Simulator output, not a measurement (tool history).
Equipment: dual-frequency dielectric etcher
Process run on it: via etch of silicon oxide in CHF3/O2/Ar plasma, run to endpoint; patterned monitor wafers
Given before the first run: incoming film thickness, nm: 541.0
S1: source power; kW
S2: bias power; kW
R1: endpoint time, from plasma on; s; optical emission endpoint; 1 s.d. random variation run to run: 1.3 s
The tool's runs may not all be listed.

run,hour,S1,S2,R1
1,0.0,0.690,0.155,256.36
2,7.6,0.690,0.167,249.18
3,14.8,0.610,0.156,268.66
4,21.2,0.670,0.156,260.04
5,29.6,0.670,0.136,275.28
6,34.0,0.610,0.135,287.77

The next listed run, before its measurement:
7,38.6,0.570,0.134,?

Run 7 measured R1 297.07 s.
